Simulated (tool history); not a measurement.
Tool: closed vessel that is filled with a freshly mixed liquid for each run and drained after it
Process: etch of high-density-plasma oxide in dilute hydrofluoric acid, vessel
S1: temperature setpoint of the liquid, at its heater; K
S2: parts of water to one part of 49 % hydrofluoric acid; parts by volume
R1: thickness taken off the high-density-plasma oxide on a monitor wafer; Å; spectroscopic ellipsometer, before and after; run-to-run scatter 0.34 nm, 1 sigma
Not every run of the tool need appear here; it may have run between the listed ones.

run 1 hour=0.0 | S1=298.15 S2=60 time_in_the_liquid_(s)=925 | R1=781.29
run 2 hour=2.2 | S1=296.15 S2=60 time_in_the_liquid_(s)=925 | R1=706.50
run 3 hour=4.6 | S1=295.65 S2=60 time_in_the_liquid_(s)=925 | R1=700.29
run 4 hour=11.8 | S1=295.65 S2=45 time_in_the_liquid_(s)=925 | R1=954.10
run 5 hour=14.6 | S1=294.15 S2=45 time_in_the_liquid_(s)=925 | R1=892.10
run 6 hour=20.1 | S1=293.65 S2=45 time_in_the_liquid_(s)=925 | R1=871.83
run 7 hour=23.3 | S1=293.15 S2=45 time_in_the_liquid_(s)=925 | R1=859.18

Forecast run 8:
run 8 hour=27.3 | S1=292.65 S2=45 time_in_the_liquid_(s)=925 | R1=?

{"run 8": {"R1": 841.2}}

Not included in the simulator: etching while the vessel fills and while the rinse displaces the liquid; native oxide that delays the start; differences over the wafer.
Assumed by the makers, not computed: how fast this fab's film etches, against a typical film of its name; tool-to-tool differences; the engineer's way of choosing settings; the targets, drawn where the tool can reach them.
